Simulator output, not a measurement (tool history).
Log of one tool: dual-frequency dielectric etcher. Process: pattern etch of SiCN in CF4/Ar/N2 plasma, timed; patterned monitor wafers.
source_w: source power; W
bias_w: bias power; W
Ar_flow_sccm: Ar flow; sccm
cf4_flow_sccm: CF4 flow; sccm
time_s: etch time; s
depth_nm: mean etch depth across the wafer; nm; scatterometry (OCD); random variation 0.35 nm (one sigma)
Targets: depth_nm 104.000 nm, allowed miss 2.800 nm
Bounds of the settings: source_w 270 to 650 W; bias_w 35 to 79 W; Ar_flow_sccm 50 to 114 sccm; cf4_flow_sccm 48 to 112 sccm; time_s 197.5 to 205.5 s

| run | hour | source_w | bias_w | Ar_flow_sccm | cf4_flow_sccm | time_s | depth_nm |
|---|---|---|---|---|---|---|---|
| 1 | 0.0 | 460 | 57 | 82 | 80 | 197.5 | 169.420 |
| 2 | 4.0 | 440 | 55 | 83 | 79 | 197.5 | 159.550 |
| 3 | 12.6 | 440 | 55 | 69 | 79 | 197.5 | 162.540 |
| 4 | 13.6 | 440 | 55 | 69 | 79 | 205.5 | 168.450 |
| 5 | 22.5 | 420 | 53 | 69 | 78 | 204.5 | 157.480 |
| 6 | 24.4 | 420 | 59 | 69 | 78 | 204.5 | 164.040 |
| 7 | 30.8 | 400 | 57 | 69 | 77 | 204.0 | 153.510 |
| 8 | 36.6 | 380 | 56 | 69 | 76 | 203.5 | 142.810 |
| 9 | 42.6 | 370 | 55 | 69 | 76 | 203.5 | 138.650 |
| 10 | 46.9 | 360 | 54 | 69 | 76 | 203.5 | 134.430 |
| 11 | 54.4 | 350 | 54 | 69 | 76 | 203.5 | 130.140 |
| 12 | 58.5 | 340 | 54 | 69 | 76 | 203.5 | 125.570 |
| 13 | 66.2 | 270 | 48 | 73 | 73 | 202.5 | 90.656 |
| 14 | 69.3 | 280 | 48 | 73 | 73 | 202.5 | 94.715 |

Which of these 5 next moves meets every target?
| A | 72.4 | 270 | 52 | 71 | 72 | 205.5 | ? |
| B | 72.4 | 300 | 38 | 69 | 79 | 205.5 | ? |
| C | 72.4 | 270 | 52 | 71 | 85 | 205.5 | ? |
| D | 72.4 | 290 | 46 | 66 | 79 | 197.5 | ? |
| E | 72.4 | 320 | 36 | 51 | 100 | 200.5 | ? |

| move | depth_nm |
|---|---|
| A | 95.928 |
| B | 95.697 |
| C | 98.052 |
| D | 96.662 |
| E | 104.430 |
A: nearer than the last run, and not there yet
B: nearer than the last run, and not there yet
C: nearer than the last run, and not there yet
D: nearer than the last run, and not there yet
E: meets every target
The right move is E.

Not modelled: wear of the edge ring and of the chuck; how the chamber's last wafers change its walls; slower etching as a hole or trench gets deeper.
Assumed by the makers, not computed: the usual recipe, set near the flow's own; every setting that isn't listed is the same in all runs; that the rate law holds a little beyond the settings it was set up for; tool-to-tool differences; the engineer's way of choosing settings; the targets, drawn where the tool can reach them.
